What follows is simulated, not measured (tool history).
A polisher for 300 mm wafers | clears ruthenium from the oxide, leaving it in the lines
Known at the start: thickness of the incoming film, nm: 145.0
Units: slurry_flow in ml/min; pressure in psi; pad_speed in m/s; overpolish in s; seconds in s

Run 1, hour 0.0: slurry_flow 170 ml/min, pressure 2.6 psi, pad_speed 1.20 m/s, overpolish 21 s. Result: seconds 68.014 s.
Run 2, hour 8.8: slurry_flow 170 ml/min, pressure 2.1 psi, pad_speed 1.20 m/s, overpolish 21 s. Result: seconds 83.621 s.
Run 3, hour 16.8: slurry_flow 140 ml/min, pressure 2.1 psi, pad_speed 1.20 m/s, overpolish 21 s. Result: seconds 86.354 s.
Run 4, hour 24.8: slurry_flow 135 ml/min, pressure 2.0 psi, pad_speed 1.20 m/s, overpolish 21 s. Result: seconds 90.870 s.
Run 5, hour 25.8: slurry_flow 130 ml/min, pressure 1.9 psi, pad_speed 1.20 m/s, overpolish 21 s. Result: seconds 98.825 s.
Run 6, hour 29.0: slurry_flow 130 ml/min, pressure 1.9 psi, pad_speed 1.20 m/s, overpolish 22 s. Result: seconds 97.656 s.
Run 7, hour 34.0: slurry_flow 125 ml/min, pressure 1.9 psi, pad_speed 1.20 m/s, overpolish 22 s. Result: seconds 98.657 s.

Forecast run 8:
Run 8, hour 40.6: slurry_flow 115 ml/min, pressure 1.7 psi, pad_speed 1.20 m/s, overpolish 22 s. Result: seconds ?.

{"run 8": {"seconds": 110.87}}
